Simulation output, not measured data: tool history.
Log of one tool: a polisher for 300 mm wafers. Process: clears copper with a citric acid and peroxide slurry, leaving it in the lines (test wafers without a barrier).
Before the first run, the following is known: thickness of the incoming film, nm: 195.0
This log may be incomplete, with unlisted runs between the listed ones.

run	hour	flow of slurry (ml/min)	pressure of the wafer on the pad (psi)	speed of the pad under the wafer (cm/s)	abrasive content of the slurry	overpolish time after the end point (s)	time until the end point was called (s)	dishing of a wide line in a test structure (Å)
1	0	180	2.9	90	1	28	111.71	354.76
2	7.2	180	2.6	92	1	24	116.7	307.32
3	12.3	180	2.6	92	1.1	24	112.8	302.08
4	19.1	180	3	92	1.1	24	104.54	326.44
5	26.6	180	2.8	86	1.2	21	114.72	265.27
6	29.8	180	2.1	86	1.2	21	135.85	233.51
7	36.5	185	2.3	76	1.25	18	143.42	190.74
8	41.9	205	2.5	68	1.3	16	150.52	167.22
9	43.5	220	2.7	62	1.35	14	150.8	137.52
10	47	230	2.8	62	1.35	13	152.98	134.49
11	52.5	240	3	60	1.4	12	141.99	125.56
12	56.4	245	3	60	1.4	11	148.67	115.86
13	62.4	250	3.1	60	1.4	10	145.03	112.09
14	69.1	285	3.1	58	1.4	8	147.21	85.678
15	76	280	3.1	58	1.4	8	147.57	84.272
16	78.1	275	3.1	58	1.4	8	152.02	86.636

Predict the results of run 17:
17	80.6	270	3.1	58	1.4	8	?	?

Logged for run 17: time until the end point was called (s) 146.23, dishing of a wide line in a test structure (Å) 86.809.
